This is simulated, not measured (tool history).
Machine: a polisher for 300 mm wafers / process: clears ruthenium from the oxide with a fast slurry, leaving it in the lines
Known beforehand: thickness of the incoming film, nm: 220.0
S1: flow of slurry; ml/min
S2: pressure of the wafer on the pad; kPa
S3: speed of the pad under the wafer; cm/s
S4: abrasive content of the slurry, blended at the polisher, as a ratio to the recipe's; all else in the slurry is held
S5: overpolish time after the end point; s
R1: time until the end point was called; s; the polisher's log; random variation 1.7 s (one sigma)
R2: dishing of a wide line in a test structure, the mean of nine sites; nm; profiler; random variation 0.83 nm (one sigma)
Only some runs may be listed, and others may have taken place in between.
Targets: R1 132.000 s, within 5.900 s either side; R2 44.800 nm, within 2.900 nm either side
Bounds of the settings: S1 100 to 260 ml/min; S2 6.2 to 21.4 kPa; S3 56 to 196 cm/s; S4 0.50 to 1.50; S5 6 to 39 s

{"run": 1, "hour": 0.0, "S1": 165, "S2": 13.8, "S3": 126, "S4": 1.0, "S5": 20, "R1": 74.996, "R2": 50.595}
{"run": 2, "hour": 0.8, "S1": 165, "S2": 16.5, "S3": 126, "S4": 1.0, "S5": 20, "R1": 63.612, "R2": 56.832}
{"run": 3, "hour": 4.5, "S1": 165, "S2": 14.5, "S3": 124, "S4": 1.0, "S5": 21, "R1": 71.501, "R2": 52.939}
{"run": 4, "hour": 11.2, "S1": 165, "S2": 13.1, "S3": 124, "S4": 1.0, "S5": 21, "R1": 80.001, "R2": 49.342}
{"run": 5, "hour": 14.7, "S1": 165, "S2": 13.1, "S3": 124, "S4": 1.0, "S5": 29, "R1": 81.006, "R2": 65.538}
{"run": 6, "hour": 21.1, "S1": 165, "S2": 11.7, "S3": 124, "S4": 1.0, "S5": 29, "R1": 89.065, "R2": 58.938}
{"run": 7, "hour": 24.0, "S1": 150, "S2": 7.6, "S3": 120, "S4": 1.0, "S5": 32, "R1": 136.29, "R2": 44.513}
{"run": 8, "hour": 29.0, "S1": 155, "S2": 7.6, "S3": 120, "S4": 1.0, "S5": 32, "R1": 137.83, "R2": 45.2}
{"run": 9, "hour": 29.7, "S1": 160, "S2": 7.6, "S3": 120, "S4": 1.0, "S5": 31, "R1": 140.96, "R2": 42.919}

Which one of the following 4 next-run settings gets every result inside its allowed miss? There is exactly one.
{"run": "A", "hour": 30.4, "S1": 175, "S2": 6.9, "S3": 114, "S4": 1.0, "S5": 30, "R1": "?", "R2": "?"}
{"run": "B", "hour": 30.4, "S1": 220, "S2": 6.9, "S3": 156, "S4": 0.8, "S5": 31, "R1": "?", "R2": "?"}
{"run": "C", "hour": 30.4, "S1": 190, "S2": 7.6, "S3": 118, "S4": 0.9, "S5": 34, "R1": "?", "R2": "?"}
{"run": "D", "hour": 30.4, "S1": 190, "S2": 7.6, "S3": 128, "S4": 0.75, "S5": 38, "R1": "?", "R2": "?"}

move=A R1=157.890 R2=37.966
move=B R1=135.200 R2=44.576
move=C R1=147.350 R2=44.813
move=D R1=154.580 R2=47.247
A: misses by more than the last run did
B: every result lands within tolerance
C: misses by more than the last run did
D: misses by more than the last run did
Go with B: it meets all targets.

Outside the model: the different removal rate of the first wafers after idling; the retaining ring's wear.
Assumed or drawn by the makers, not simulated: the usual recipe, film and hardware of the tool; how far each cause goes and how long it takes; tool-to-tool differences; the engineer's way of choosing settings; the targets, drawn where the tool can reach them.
